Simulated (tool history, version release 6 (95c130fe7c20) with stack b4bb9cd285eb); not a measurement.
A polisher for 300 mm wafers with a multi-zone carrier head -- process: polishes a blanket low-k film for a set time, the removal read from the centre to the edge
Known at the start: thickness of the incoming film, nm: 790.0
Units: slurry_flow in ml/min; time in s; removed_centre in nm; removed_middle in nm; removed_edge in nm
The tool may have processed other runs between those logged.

Run 1, day 0.000: slurry_flow 220 ml/min, centre_zone 1.00, middle_zone 1.00, edge_zone 1.00, slurry_solids 1.00, time 65 s. Result: removed_centre 16.235 nm, removed_middle 16.073 nm, removed_edge 17.316 nm.
Run 2, day 0.354: slurry_flow 220 ml/min, centre_zone 1.00, middle_zone 1.00, edge_zone 0.95, slurry_solids 1.00, time 65 s. Result: removed_centre 16.116 nm, removed_middle 16.589 nm, removed_edge 16.661 nm.
Run 3, day 0.625: slurry_flow 220 ml/min, centre_zone 1.00, middle_zone 1.00, edge_zone 1.02, slurry_solids 1.00, time 65 s. Result: removed_centre 16.055 nm, removed_middle 16.355 nm, removed_edge 17.312 nm.
Run 4, day 0.896: slurry_flow 180 ml/min, centre_zone 1.00, middle_zone 1.00, edge_zone 1.02, slurry_solids 1.00, time 65 s. Result: removed_centre 15.804 nm, removed_middle 16.074 nm, removed_edge 17.014 nm.
Run 5, day 1.133: slurry_flow 175 ml/min, centre_zone 0.99, middle_zone 0.99, edge_zone 0.97, slurry_solids 0.95, time 65 s. Result: removed_centre 15.383 nm, removed_middle 15.697 nm, removed_edge 16.132 nm.
Run 6, day 1.333: slurry_flow 170 ml/min, centre_zone 0.98, middle_zone 0.98, edge_zone 0.94, slurry_solids 0.90, time 65 s. Result: removed_centre 14.826 nm, removed_middle 14.983 nm, removed_edge 15.504 nm.
Run 7, day 1.621: slurry_flow 165 ml/min, centre_zone 0.98, middle_zone 0.98, edge_zone 0.92, slurry_solids 0.90, time 65 s. Result: removed_centre 14.892 nm, removed_middle 15.024 nm, removed_edge 15.330 nm.

Estimate the outcome of run 8 from the log above:
Run 8, day 1.975: slurry_flow 160 ml/min, centre_zone 0.97, middle_zone 0.98, edge_zone 0.90, slurry_solids 0.90, time 65 s. Result: removed_centre ?, removed_middle ?, removed_edge ?.

removed_centre: 14.589 nm
removed_middle: 15.052 nm
removed_edge: 15.260 nm

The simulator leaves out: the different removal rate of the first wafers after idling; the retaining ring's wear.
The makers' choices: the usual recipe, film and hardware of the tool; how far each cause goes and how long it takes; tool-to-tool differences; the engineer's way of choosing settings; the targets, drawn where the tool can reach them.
